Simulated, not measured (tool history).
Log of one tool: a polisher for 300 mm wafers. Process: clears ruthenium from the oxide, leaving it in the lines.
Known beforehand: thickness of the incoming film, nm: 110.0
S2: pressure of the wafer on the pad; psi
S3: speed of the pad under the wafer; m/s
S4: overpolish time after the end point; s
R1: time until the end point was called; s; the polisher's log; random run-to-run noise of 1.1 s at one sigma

Run 1, day 0.000: flow of slurry (ml/min) 160, S2 1.7 psi, S3 0.78 m/s, S4 7 s. Result: R1 163.45 s.
Run 2, day 0.167: flow of slurry (ml/min) 190, S2 1.7 psi, S3 0.78 m/s, S4 7 s. Result: R1 160.41 s.
Run 3, day 0.346: flow of slurry (ml/min) 190, S2 1.8 psi, S3 0.78 m/s, S4 7 s. Result: R1 149.28 s.
Run 4, day 0.408: flow of slurry (ml/min) 195, S2 1.9 psi, S3 0.78 m/s, S4 7 s. Result: R1 144.36 s.
Run 5, day 0.479: flow of slurry (ml/min) 195, S2 1.9 psi, S3 0.78 m/s, S4 7 s. Result: R1 142.00 s.
Run 6, day 0.604: flow of slurry (ml/min) 210, S2 1.9 psi, S3 0.78 m/s, S4 7 s. Result: R1 140.54 s.

Expected results for the next run?
Run 7, day 0.971: flow of slurry (ml/min) 210, S2 2.0 psi, S3 0.78 m/s, S4 7 s. Result: R1 ?.

{"run 7": {"R1": 136.74}}
